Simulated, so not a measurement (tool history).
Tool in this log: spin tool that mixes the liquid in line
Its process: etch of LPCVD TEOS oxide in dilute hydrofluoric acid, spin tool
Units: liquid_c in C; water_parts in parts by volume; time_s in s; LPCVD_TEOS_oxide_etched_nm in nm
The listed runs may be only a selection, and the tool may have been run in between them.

run 1 hour=0 | liquid_c=21 water_parts=290 time_s=260 | LPCVD_TEOS_oxide_etched_nm=32.322
run 2 hour=6 | liquid_c=21 water_parts=370 time_s=260 | LPCVD_TEOS_oxide_etched_nm=23.52
run 3 hour=10.1 | liquid_c=20 water_parts=390 time_s=260 | LPCVD_TEOS_oxide_etched_nm=21.162
run 4 hour=11.1 | liquid_c=19.5 water_parts=405 time_s=260 | LPCVD_TEOS_oxide_etched_nm=19.705
run 5 hour=15.8 | liquid_c=19.5 water_parts=460 time_s=260 | LPCVD_TEOS_oxide_etched_nm=16.725
run 6 hour=20.2 | liquid_c=19 water_parts=460 time_s=260 | LPCVD_TEOS_oxide_etched_nm=16.449

Expected results for the next run?
run 7 hour=22.3 | liquid_c=18.5 water_parts=460 time_s=260 | LPCVD_TEOS_oxide_etched_nm=?

Logged for run 7: LPCVD_TEOS_oxide_etched_nm 16.084 nm.
